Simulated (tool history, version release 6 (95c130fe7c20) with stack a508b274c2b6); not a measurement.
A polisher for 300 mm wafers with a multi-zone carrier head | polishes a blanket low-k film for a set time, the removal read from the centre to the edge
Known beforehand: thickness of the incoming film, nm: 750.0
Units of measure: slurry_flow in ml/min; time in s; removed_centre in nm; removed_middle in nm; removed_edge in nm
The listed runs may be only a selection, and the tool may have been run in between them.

| run | hour | slurry_flow | centre_zone | middle_zone | edge_zone | slurry_solids | time | removed_centre | removed_middle | removed_edge |
|---|---|---|---|---|---|---|---|---|---|---|
| 1 | 0.0 | 220 | 1.00 | 1.00 | 1.00 | 1.00 | 63 | 20.266 | 20.998 | 20.682 |
| 2 | 8.6 | 220 | 1.00 | 1.00 | 1.05 | 1.00 | 63 | 20.255 | 20.803 | 21.408 |
| 3 | 11.0 | 220 | 0.98 | 1.01 | 1.04 | 1.00 | 63 | 20.038 | 21.125 | 20.681 |
| 4 | 12.7 | 210 | 0.96 | 1.02 | 1.06 | 1.00 | 63 | 19.501 | 21.213 | 20.856 |
| 5 | 16.7 | 210 | 1.01 | 1.02 | 1.06 | 1.00 | 63 | 20.131 | 21.401 | 20.936 |
| 6 | 21.4 | 200 | 0.99 | 1.03 | 1.07 | 1.00 | 63 | 19.616 | 21.249 | 20.574 |
| 7 | 27.3 | 195 | 0.96 | 1.04 | 1.08 | 1.00 | 63 | 18.755 | 21.254 | 21.284 |
| 8 | 28.4 | 195 | 0.95 | 1.06 | 1.07 | 1.00 | 63 | 18.867 | 21.868 | 21.173 |
| 9 | 32.1 | 185 | 0.85 | 1.11 | 1.00 | 0.95 | 63 | 16.482 | 21.414 | 19.249 |
| 10 | 34.3 | 190 | 0.85 | 1.11 | 1.01 | 0.95 | 63 | 15.999 | 21.383 | 19.498 |
| 11 | 42.2 | 195 | 0.85 | 1.11 | 1.01 | 0.95 | 63 | 16.320 | 21.622 | 19.673 |
| 12 | 45.4 | 195 | 0.85 | 1.11 | 1.01 | 0.95 | 63 | 16.677 | 21.665 | 19.891 |
| 13 | 49.9 | 195 | 0.85 | 1.12 | 1.01 | 0.95 | 63 | 16.431 | 22.008 | 20.060 |
| 14 | 55.8 | 195 | 0.85 | 1.12 | 1.00 | 0.95 | 63 | 15.944 | 21.992 | 19.692 |
| 15 | 63.9 | 195 | 0.86 | 1.12 | 1.00 | 0.95 | 63 | 16.510 | 21.849 | 19.849 |
| 16 | 71.8 | 195 | 0.86 | 1.12 | 0.99 | 0.95 | 63 | 16.574 | 21.704 | 19.679 |

Run 17, settings as shown, results not yet in. Your forecast:
| 17 | 75.9 | 200 | 0.86 | 1.12 | 0.99 | 0.95 | 63 | ? | ? | ? |

Run 17 produced removed_centre 16.722 nm, removed_middle 21.747 nm, removed_edge 19.546 nm.
